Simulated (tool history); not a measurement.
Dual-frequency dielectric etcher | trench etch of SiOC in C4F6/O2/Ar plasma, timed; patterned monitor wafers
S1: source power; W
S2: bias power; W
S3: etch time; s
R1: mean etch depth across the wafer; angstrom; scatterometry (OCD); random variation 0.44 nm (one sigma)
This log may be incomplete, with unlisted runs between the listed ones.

run	day	S1	S2	S3	R1
1	0	320	238	28	583.08
2	0.338	320	238	28	587.91
3	0.371	320	238	28	588.73
4	0.525	340	241	28	595.86
5	0.896	360	241	28	615.21
6	1.129	360	224	28	605.41
7	1.179	370	228	28	618.86
8	1.242	380	230	28	625.08

What does the tool deliver on the next run?
9	1.608	390	232	28	?

R1: 633.43 angstrom
